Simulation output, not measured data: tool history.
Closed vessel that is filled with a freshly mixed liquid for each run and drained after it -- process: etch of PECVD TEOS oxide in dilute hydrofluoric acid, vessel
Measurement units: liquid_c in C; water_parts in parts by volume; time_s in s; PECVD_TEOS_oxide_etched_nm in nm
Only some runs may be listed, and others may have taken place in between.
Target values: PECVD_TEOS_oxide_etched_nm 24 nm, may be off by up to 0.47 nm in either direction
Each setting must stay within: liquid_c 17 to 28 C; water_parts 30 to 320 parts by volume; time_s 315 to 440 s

| run | hour | liquid_c | water_parts | time_s | PECVD_TEOS_oxide_etched_nm |
|---|---|---|---|---|---|
| 1 | 0 | 20 | 175 | 440 | 15.854 |
| 2 | 4.4 | 20 | 175 | 315 | 11.456 |
| 3 | 8.4 | 21.5 | 160 | 315 | 13.542 |
| 4 | 13.9 | 22.5 | 140 | 315 | 16.281 |
| 5 | 16 | 22.5 | 190 | 315 | 11.407 |
| 6 | 22.8 | 25.5 | 190 | 315 | 12.759 |
| 7 | 24.1 | 26 | 170 | 315 | 14.919 |
| 8 | 28.6 | 26.5 | 155 | 315 | 16.889 |
| 9 | 32 | 27 | 145 | 315 | 18.835 |
| 10 | 33.1 | 27 | 140 | 315 | 19.328 |
| 11 | 40.4 | 27 | 135 | 315 | 20.198 |
| 12 | 43.3 | 28 | 110 | 315 | 26.615 |
| 13 | 49.8 | 27.5 | 110 | 315 | 26.176 |

Exactly one of the 5 candidate moves below puts every result within its allowed miss. Which one?
| A | 56.3 | 28 | 120 | 315 | ? |
| B | 56.3 | 26 | 140 | 440 | ? |
| C | 56.3 | 27 | 105 | 315 | ? |
| D | 56.3 | 28 | 125 | 315 | ? |
| E | 56.3 | 28 | 105 | 315 | ? |

| move | PECVD_TEOS_oxide_etched_nm |
|---|---|
| A | 24.388 |
| B | 26.408 |
| C | 27.365 |
| D | 23.261 |
| E | 28.431 |
A: every result within its allowed miss
B: the biggest miss grows against the last run
C: the biggest miss grows against the last run
D: carries the result that was furthest off beyond its target, to the other side
E: the biggest miss grows against the last run
Move A is the one to make.
